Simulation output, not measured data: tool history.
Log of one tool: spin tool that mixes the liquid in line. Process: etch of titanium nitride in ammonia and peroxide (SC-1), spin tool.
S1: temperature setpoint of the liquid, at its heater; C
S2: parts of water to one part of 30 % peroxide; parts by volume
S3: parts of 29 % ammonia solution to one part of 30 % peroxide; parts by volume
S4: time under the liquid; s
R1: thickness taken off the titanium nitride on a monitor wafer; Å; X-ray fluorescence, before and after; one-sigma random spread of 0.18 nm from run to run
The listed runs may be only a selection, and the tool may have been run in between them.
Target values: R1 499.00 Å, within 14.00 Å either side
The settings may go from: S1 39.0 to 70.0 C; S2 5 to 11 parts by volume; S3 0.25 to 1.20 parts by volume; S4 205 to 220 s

run,hour,S1,S2,S3,S4,R1
1,0.0,55.0,6,0.95,205,242.70
2,2.6,58.5,6,0.95,205,307.48
3,7.8,58.5,5,0.95,205,333.93
4,11.2,58.5,5,1.05,205,337.35
5,14.6,59.5,5,1.05,205,362.16
6,16.8,56.5,5,1.05,205,295.07
7,21.6,57.5,5,1.05,205,315.11
8,23.0,57.5,5,1.05,205,317.52
9,27.5,57.5,5,1.05,205,316.09
10,28.2,58.5,5,1.05,205,337.67
11,32.7,59.5,5,1.05,205,362.95
12,41.2,65.0,5,1.05,205,514.98

4 candidate next runs follow, results not yet known. Just one meets every target within its allowed miss. Identify it.
A,49.7,63.0,5,1.20,220,?
B,49.7,64.5,5,1.20,220,?
C,49.7,66.5,5,0.70,205,?
D,49.7,67.0,6,1.05,205,?

move,R1
A,493.87
B,543.72
C,539.20
D,540.52
A: every result within its allowed miss
B: further off than the last run
C: further off than the last run
D: further off than the last run
The right move is A.

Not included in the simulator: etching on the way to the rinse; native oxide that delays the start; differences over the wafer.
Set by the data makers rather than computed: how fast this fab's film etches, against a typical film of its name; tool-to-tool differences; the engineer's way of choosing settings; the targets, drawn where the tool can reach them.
